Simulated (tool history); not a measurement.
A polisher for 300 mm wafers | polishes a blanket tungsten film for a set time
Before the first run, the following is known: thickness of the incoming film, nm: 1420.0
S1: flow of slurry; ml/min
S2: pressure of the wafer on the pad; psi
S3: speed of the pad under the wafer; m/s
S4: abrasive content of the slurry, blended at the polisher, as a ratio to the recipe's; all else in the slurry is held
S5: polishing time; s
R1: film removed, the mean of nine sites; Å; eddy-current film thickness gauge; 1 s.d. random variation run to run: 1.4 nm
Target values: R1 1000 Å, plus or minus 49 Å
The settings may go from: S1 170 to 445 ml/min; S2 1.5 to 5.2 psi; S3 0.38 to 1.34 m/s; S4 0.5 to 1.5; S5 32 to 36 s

run 1 hour=0 | S1=285 S2=3.3 S3=0.86 S4=1 S5=36 | R1=1353.1
run 2 hour=1.9 | S1=285 S2=3.3 S3=0.86 S4=1 S5=32 | R1=1195.4
run 3 hour=7.5 | S1=285 S2=3.2 S3=0.86 S4=1 S5=32 | R1=1146.4
run 4 hour=11.8 | S1=285 S2=3.1 S3=0.86 S4=1 S5=32 | R1=1147.7
run 5 hour=12.7 | S1=285 S2=3.1 S3=0.86 S4=1.1 S5=32 | R1=1176
run 6 hour=20.9 | S1=285 S2=3 S3=0.86 S4=1.1 S5=32 | R1=1117.5
run 7 hour=29.8 | S1=285 S2=2.9 S3=0.86 S4=1.1 S5=32 | R1=1091.1
run 8 hour=35.6 | S1=285 S2=2.8 S3=0.86 S4=1.1 S5=32 | R1=1056.7

Consider the 5 candidate settings below. Which is the only one whose results all fall within their allowed miss of target?
run A hour=41.4 | S1=330 S2=1.9 S3=1.08 S4=1.3 S5=33 | R1=?
run B hour=41.4 | S1=285 S2=2.9 S3=0.76 S4=1.05 S5=36 | R1=?
run C hour=41.4 | S1=255 S2=3.3 S3=0.66 S4=1.25 S5=35 | R1=?
run D hour=41.4 | S1=290 S2=2.2 S3=0.9 S4=1.1 S5=32 | R1=?
run E hour=41.4 | S1=325 S2=1.9 S3=1.08 S4=0.95 S5=32 | R1=?

move=A R1=1034.2
move=B R1=1164.3
move=C R1=1195.9
move=D R1=940.28
move=E R1=926.75
A: all results in spec
B: its largest miss is bigger than the last run's
C: its largest miss is bigger than the last run's
D: carries the result that was furthest off beyond its target, to the other side
E: carries the result that was furthest off beyond its target, to the other side
A is the move that brings every result within its allowed miss.
